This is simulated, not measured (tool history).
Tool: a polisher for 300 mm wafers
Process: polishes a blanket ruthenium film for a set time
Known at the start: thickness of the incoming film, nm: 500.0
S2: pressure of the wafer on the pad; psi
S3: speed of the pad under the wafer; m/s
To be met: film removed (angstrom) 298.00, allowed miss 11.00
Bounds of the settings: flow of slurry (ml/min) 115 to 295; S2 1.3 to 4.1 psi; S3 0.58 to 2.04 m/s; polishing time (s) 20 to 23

run 1 hour=0.0 | flow_of_slurry_(ml/min)=190 S2=2.7 S3=1.30 polishing_time_(s)=23 | film_removed_(angstrom)=449.18
run 2 hour=6.5 | flow_of_slurry_(ml/min)=190 S2=2.4 S3=1.30 polishing_time_(s)=23 | film_removed_(angstrom)=413.50
run 3 hour=12.1 | flow_of_slurry_(ml/min)=190 S2=2.4 S3=1.46 polishing_time_(s)=23 | film_removed_(angstrom)=470.48
run 4 hour=13.3 | flow_of_slurry_(ml/min)=190 S2=2.8 S3=1.46 polishing_time_(s)=23 | film_removed_(angstrom)=515.14
-- hour=14.0 head pressure recalibrated
run 5 hour=14.0 | flow_of_slurry_(ml/min)=190 S2=2.4 S3=1.40 polishing_time_(s)=23 | film_removed_(angstrom)=438.04
run 6 hour=15.0 | flow_of_slurry_(ml/min)=190 S2=2.4 S3=1.08 polishing_time_(s)=23 | film_removed_(angstrom)=334.52
run 7 hour=23.9 | flow_of_slurry_(ml/min)=190 S2=2.3 S3=1.08 polishing_time_(s)=23 | film_removed_(angstrom)=327.76
run 8 hour=27.3 | flow_of_slurry_(ml/min)=190 S2=2.2 S3=1.08 polishing_time_(s)=23 | film_removed_(angstrom)=321.82

4 next moves are on the table. One of them brings every result within its allowed miss. Which?
run A hour=30.7 | flow_of_slurry_(ml/min)=190 S2=2.2 S3=1.18 polishing_time_(s)=23 | film_removed_(angstrom)=?
run B hour=30.7 | flow_of_slurry_(ml/min)=190 S2=2.2 S3=1.12 polishing_time_(s)=21 | film_removed_(angstrom)=?
run C hour=30.7 | flow_of_slurry_(ml/min)=210 S2=2.5 S3=1.04 polishing_time_(s)=23 | film_removed_(angstrom)=?
run D hour=30.7 | flow_of_slurry_(ml/min)=210 S2=2.1 S3=1.14 polishing_time_(s)=22 | film_removed_(angstrom)=?

move=A film_removed_(angstrom)=345.86
move=B film_removed_(angstrom)=300.26
move=C film_removed_(angstrom)=336.98
move=D film_removed_(angstrom)=314.00
A: further off than the last run
B: meets every target
C: further off than the last run
D: nearer than the last run, and not there yet
Move B is the one to make.

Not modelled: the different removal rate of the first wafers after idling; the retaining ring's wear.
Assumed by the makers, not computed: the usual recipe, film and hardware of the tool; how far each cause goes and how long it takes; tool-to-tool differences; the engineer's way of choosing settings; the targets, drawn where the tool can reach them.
